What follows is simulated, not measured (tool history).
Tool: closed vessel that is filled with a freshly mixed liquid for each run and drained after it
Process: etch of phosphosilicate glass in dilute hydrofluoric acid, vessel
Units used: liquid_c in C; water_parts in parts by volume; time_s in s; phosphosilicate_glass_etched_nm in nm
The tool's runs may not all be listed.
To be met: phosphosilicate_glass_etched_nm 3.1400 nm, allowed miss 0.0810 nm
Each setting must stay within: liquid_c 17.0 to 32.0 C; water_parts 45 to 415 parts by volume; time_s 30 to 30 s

| run | hour | liquid_c | water_parts | time_s | phosphosilicate_glass_etched_nm |
|---|---|---|---|---|---|
| 1 | 0.0 | 24.0 | 230 | 30 | 6.2369 |
| 2 | 9.2 | 22.0 | 255 | 30 | 5.1004 |
| 3 | 16.2 | 25.0 | 255 | 30 | 5.5882 |
| 4 | 22.8 | 23.0 | 275 | 30 | 4.7491 |
| 5 | 26.8 | 23.0 | 275 | 30 | 4.7527 |
| 6 | 34.8 | 21.5 | 290 | 30 | 4.2541 |
| 7 | 43.8 | 20.5 | 300 | 30 | 3.9185 |
| 8 | 46.1 | 19.5 | 310 | 30 | 3.6326 |
| 9 | 55.1 | 19.0 | 315 | 30 | 3.5127 |
| 10 | 57.8 | 18.5 | 320 | 30 | 3.3709 |
| 11 | 58.8 | 18.0 | 320 | 30 | 3.3069 |
| 12 | 64.0 | 18.0 | 320 | 30 | 3.2922 |

Which single option among these 5 for the next run brings every result within its allowed miss of target? Just one does.
| A | 69.2 | 17.0 | 310 | 30 | ? |
| B | 69.2 | 17.0 | 305 | 30 | ? |
| C | 69.2 | 18.5 | 320 | 30 | ? |
| D | 69.2 | 18.5 | 325 | 30 | ? |
| E | 69.2 | 17.0 | 320 | 30 | ? |

| move | phosphosilicate_glass_etched_nm |
|---|---|
| A | 3.2803 |
| B | 3.3479 |
| C | 3.3323 |
| D | 3.2672 |
| E | 3.1517 |
A: nearer than the last run, and not there yet
B: misses by more than the last run did
C: misses by more than the last run did
D: nearer than the last run, and not there yet
E: meets every target
Move E is the one to make.
